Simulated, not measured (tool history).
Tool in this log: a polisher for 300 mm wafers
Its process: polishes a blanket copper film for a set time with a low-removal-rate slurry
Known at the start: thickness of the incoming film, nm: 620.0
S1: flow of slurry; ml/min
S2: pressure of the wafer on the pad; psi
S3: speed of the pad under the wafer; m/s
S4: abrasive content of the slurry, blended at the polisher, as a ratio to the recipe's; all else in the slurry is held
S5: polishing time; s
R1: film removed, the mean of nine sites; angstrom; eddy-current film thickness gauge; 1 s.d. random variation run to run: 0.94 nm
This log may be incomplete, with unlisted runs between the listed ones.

{"run": 1, "hour": 0.0, "S1": 205, "S2": 3.3, "S3": 1.4, "S4": 1.0, "S5": 53, "R1": 2690.8}
{"run": 2, "hour": 6.2, "S1": 205, "S2": 3.3, "S3": 1.4, "S4": 1.0, "S5": 55, "R1": 2797.5}
{"run": 3, "hour": 9.9, "S1": 205, "S2": 2.6, "S3": 1.4, "S4": 1.0, "S5": 55, "R1": 2202.0}
{"run": 4, "hour": 14.6, "S1": 200, "S2": 2.3, "S3": 1.38, "S4": 1.0, "S5": 55, "R1": 1925.2}
{"run": 5, "hour": 21.5, "S1": 190, "S2": 2.1, "S3": 1.38, "S4": 1.0, "S5": 55, "R1": 1762.1}
{"run": 6, "hour": 22.3, "S1": 180, "S2": 2.0, "S3": 1.38, "S4": 1.0, "S5": 55, "R1": 1688.9}
{"run": 7, "hour": 28.5, "S1": 170, "S2": 1.9, "S3": 1.38, "S4": 1.0, "S5": 55, "R1": 1554.5}
{"run": 8, "hour": 35.4, "S1": 160, "S2": 1.9, "S3": 1.38, "S4": 1.0, "S5": 55, "R1": 1561.6}
{"run": 9, "hour": 43.1, "S1": 160, "S2": 1.5, "S3": 1.38, "S4": 1.0, "S5": 55, "R1": 1246.2}
{"run": 10, "hour": 49.6, "S1": 175, "S2": 1.5, "S3": 1.38, "S4": 1.0, "S5": 55, "R1": 1271.5}
{"run": 11, "hour": 55.1, "S1": 180, "S2": 1.6, "S3": 1.38, "S4": 1.0, "S5": 55, "R1": 1356.1}
{"run": 12, "hour": 61.1, "S1": 185, "S2": 1.6, "S3": 1.38, "S4": 1.0, "S5": 55, "R1": 1364.6}

Estimate the outcome of run 13 from the log above:
{"run": 13, "hour": 66.1, "S1": 190, "S2": 1.6, "S3": 1.38, "S4": 1.0, "S5": 55, "R1": "?"}

{"run 13": {"R1": 1350.5}}

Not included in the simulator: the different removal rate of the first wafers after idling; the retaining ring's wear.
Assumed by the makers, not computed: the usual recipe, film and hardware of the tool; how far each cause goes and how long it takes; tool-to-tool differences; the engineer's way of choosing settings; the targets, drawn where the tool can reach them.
